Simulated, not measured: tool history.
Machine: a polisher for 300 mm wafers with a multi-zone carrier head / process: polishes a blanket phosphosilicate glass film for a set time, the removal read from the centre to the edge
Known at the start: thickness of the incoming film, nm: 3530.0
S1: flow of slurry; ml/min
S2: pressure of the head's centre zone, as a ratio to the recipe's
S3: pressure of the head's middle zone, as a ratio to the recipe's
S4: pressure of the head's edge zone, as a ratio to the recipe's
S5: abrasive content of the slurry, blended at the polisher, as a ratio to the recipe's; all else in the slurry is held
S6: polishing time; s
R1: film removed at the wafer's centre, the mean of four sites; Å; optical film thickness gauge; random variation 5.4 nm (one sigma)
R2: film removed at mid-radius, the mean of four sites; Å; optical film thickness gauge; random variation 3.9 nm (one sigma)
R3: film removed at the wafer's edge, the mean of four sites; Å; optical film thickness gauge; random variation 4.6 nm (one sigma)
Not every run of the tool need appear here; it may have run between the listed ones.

run    day   S1    S2    S3    S4    S5  S6      R1      R2      R3
  1  0.000  150  1.00  1.00  1.00  1.00  75  4902.6  4608.6  4822.5
  2  0.275  150  1.00  1.00  1.05  1.00  75  4804.6  4668.8  4966.3
  3  0.542  160  1.03  0.98  1.08  1.05  75  5189.9  4709.1  5224.4
  4  0.758  160  1.03  0.91  1.08  1.05  75  5213.0  4446.5  5237.5
  5  1.071  175  1.03  0.91  1.08  1.05  75  5259.0  4470.0  5191.1
  6  1.142  175  1.03  0.91  1.08  1.05  66  4626.3  3962.2  4610.9
  7  1.412  165  1.05  0.93  1.10  1.15  67  4997.0  4247.8  4859.6
  8  1.525  160  1.05  0.92  1.12  1.25  68  5160.8  4313.0  5097.2
  9  1.712  165  1.05  0.93  1.13  1.30  69  5324.8  4625.9  5301.2
 10  2.025  165  1.05  0.92  1.14  1.35  70  5449.4  4675.2  5566.0
 11  2.054  175  1.06  0.92  1.15  1.40  70  5807.4  4764.7  5675.3
 12  2.412  180  1.05  0.93  1.16  1.40  70  5725.8  4827.0  5719.2
 13  2.521  185  1.05  0.93  1.17  1.40  70  5690.8  4833.7  5773.5
 14  2.650  190  1.05  0.93  1.17  1.40  70  5693.2  4879.0  5747.6

Predict the results of run 15:
 15  2.738  190  1.05  0.93  1.18  1.45  71   ?   ?   ?

R1: 5832.0 Å
R2: 4965.6 Å
R3: 5906.1 Å

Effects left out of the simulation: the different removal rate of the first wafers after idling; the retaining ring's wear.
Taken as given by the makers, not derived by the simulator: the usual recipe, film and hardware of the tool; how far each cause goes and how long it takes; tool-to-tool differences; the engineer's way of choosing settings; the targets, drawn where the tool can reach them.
